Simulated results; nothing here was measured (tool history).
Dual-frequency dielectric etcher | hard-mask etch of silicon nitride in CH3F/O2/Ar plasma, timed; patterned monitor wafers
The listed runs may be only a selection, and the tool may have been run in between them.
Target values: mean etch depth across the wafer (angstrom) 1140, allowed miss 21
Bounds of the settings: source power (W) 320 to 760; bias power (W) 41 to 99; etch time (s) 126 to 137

run,day,source power (W),bias power (W),etch time (s),mean etch depth across the wafer (angstrom)
1,0,540,70,137,1026.6
2,0.333,540,70,137,1026.5
3,0.362,560,70,137,1043.1
4,0.488,560,70,126,964.4
5,0.675,560,75,126,984.84
6,0.958,640,75,126,1038.6
7,1.092,650,76,126,1053.7
8,1.433,660,77,126,1068.6
9,1.667,670,77,126,1070
10,1.767,680,78,126,1077.7

Consider the 5 candidate settings below. Which is the only one whose results all fall within their allowed miss of target?
A,1.867,620,87,129,?
B,1.867,650,76,137,?
C,1.867,590,75,130,?
D,1.867,710,77,126,?
E,1.867,670,79,129,?

move,mean etch depth across the wafer (angstrom)
A,1107.9
B,1142.5
C,1037.7
D,1093.8
E,1104
A: better than the last run, though not everything is in spec
B: in spec on every target
C: moves away from the targets compared with the last run
D: better than the last run, though not everything is in spec
E: better than the last run, though not everything is in spec
Go with B: it meets all targets.
